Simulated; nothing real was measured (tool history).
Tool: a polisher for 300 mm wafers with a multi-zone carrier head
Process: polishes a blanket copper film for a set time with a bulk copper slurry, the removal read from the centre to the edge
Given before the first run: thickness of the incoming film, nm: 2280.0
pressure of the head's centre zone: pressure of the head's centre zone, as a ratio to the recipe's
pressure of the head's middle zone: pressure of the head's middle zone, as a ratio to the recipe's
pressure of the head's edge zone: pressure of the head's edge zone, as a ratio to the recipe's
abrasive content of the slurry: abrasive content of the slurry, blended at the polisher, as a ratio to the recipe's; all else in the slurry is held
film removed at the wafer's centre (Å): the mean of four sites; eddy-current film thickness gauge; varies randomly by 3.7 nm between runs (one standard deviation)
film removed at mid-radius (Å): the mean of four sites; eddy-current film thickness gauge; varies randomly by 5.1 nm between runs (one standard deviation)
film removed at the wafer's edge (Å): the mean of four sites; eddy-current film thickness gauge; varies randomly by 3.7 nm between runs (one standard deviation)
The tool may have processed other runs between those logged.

run	day	flow of slurry (ml/min)	pressure of the head's centre zone	pressure of the head's middle zone	pressure of the head's edge zone	abrasive content of the slurry	polishing time (s)	film removed at the wafer's centre (Å)	film removed at mid-radius (Å)	film removed at the wafer's edge (Å)
1	0	195	1	1	1	1	76	5840.4	5886.6	5772.7
2	0.296	195	1	1	1	1	60	4706.3	4700.1	4637.3
3	0.5	195	0.98	1.03	1	1	60	4542	4769.7	4594.2
4	0.612	195	0.97	1.06	1.01	1	60	4538.8	4899.2	4600.8
5	0.708	195	0.97	1.06	1.01	0.9	60	4436	4814.3	4496.6
6	0.854	195	0.97	1.11	1.01	0.9	60	4377.1	4932.4	4529.5

Run 7 has not been measured yet. What should we expect?
7	0.946	200	0.96	1.13	1.02	0.9	60	?	?	?

{"run 7": {"film removed at the wafer's centre (Å)": 4314.8, "film removed at mid-radius (Å)": 5086.4, "film removed at the wafer's edge (Å)": 4548.4}}
